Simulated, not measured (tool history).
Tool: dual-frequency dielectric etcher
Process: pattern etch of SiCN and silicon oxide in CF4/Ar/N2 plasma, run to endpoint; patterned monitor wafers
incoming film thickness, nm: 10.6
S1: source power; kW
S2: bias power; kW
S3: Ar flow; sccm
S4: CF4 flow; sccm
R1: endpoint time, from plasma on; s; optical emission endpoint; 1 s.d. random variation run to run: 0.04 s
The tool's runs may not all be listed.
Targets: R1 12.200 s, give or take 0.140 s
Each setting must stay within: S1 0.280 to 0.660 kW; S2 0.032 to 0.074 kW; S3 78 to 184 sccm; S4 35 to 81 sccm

run	hour	S1	S2	S3	S4	R1
1	0.0	0.470	0.053	131	58	13.611
2	6.2	0.470	0.053	111	58	13.282
3	12.9	0.470	0.044	111	58	14.291
4	18.2	0.470	0.044	132	58	14.654
5	24.6	0.470	0.044	140	58	14.800
6	30.9	0.500	0.044	140	58	13.898
7	35.0	0.520	0.044	140	58	13.379
8	35.6	0.530	0.044	140	58	13.129
9	39.6	0.530	0.044	140	58	13.118
10	41.1	0.540	0.044	140	58	12.876
11	42.8	0.550	0.044	140	58	12.718
12	44.7	0.560	0.044	140	58	12.342

Exercise: of the 4 proposed moves below, exactly one satisfies all targets within the stated allowed misses. Which move is it?
A	46.6	0.570	0.042	138	63	?
B	46.6	0.560	0.042	145	62	?
C	46.6	0.530	0.048	135	61	?
D	46.6	0.540	0.046	131	55	?

move	R1
A	12.171
B	12.535
C	12.471
D	12.670
A: hits every target within its allowed miss
B: lands further from the targets than the last run did
C: lands further from the targets than the last run did
D: lands further from the targets than the last run did
The right move is A.
